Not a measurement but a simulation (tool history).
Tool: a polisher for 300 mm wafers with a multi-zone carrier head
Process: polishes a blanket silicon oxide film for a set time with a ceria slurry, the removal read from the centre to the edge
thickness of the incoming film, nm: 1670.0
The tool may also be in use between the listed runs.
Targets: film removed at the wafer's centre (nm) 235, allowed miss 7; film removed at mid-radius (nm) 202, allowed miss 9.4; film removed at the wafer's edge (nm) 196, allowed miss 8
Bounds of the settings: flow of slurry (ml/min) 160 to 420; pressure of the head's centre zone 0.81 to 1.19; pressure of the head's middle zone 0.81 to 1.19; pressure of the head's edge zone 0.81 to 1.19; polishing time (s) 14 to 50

run,hour,flow of slurry (ml/min),pressure of the head's centre zone,pressure of the head's middle zone,pressure of the head's edge zone,polishing time (s),film removed at the wafer's centre (nm),film removed at mid-radius (nm),film removed at the wafer's edge (nm)
1,0,270,1,1,1,32,161.06,147.94,155.18
2,4.6,280,1.04,1.03,1.02,33,171.08,159.52,163.7
3,6.6,280,0.97,1.03,1.02,33,160.2,164.27,167.81
4,12.3,280,0.97,1.03,1.06,33,159.43,164.53,167.9
5,14.1,280,0.97,0.94,1.06,33,158.94,151.7,166.91
6,21,290,1.01,0.97,1.05,34,172.36,163.3,171.76
7,21.6,300,1.04,0.98,1.05,35,181.49,168.36,179.1
8,25.7,305,1.07,1,1.03,36,194.83,168.43,178.06
9,26.8,310,1.09,1.03,1.04,37,201.5,183.14,182.1
10,33.6,315,1.11,1.03,1.04,38,213.32,188.06,192.83
11,37.7,320,1.13,1.04,1.04,38,219.2,191.26,193.38

5 next moves are on the table. One of them brings every result within its allowed miss. Which?
A,41.8,315,1.14,0.97,1.06,37,?,?,?
B,41.8,335,1.17,1.08,1,39,?,?,?
C,41.8,325,1.17,1.17,1.03,42,?,?,?
D,41.8,230,1.05,0.9,0.98,46,?,?,?
E,41.8,330,1.11,1.05,1.06,37,?,?,?

move,film removed at the wafer's centre (nm),film removed at mid-radius (nm),film removed at the wafer's edge (nm)
A,211.96,176.73,186.26
B,230.88,201.01,191.39
C,248.03,227.95,208.47
D,233.51,202.6,217.37
E,207.4,186.95,186.7
A: further off than the last run
B: meets every target
C: takes the result that was furthest off past its target
D: brings the result that was furthest off to its target, and leaves another outside
E: further off than the last run
The right move is B.

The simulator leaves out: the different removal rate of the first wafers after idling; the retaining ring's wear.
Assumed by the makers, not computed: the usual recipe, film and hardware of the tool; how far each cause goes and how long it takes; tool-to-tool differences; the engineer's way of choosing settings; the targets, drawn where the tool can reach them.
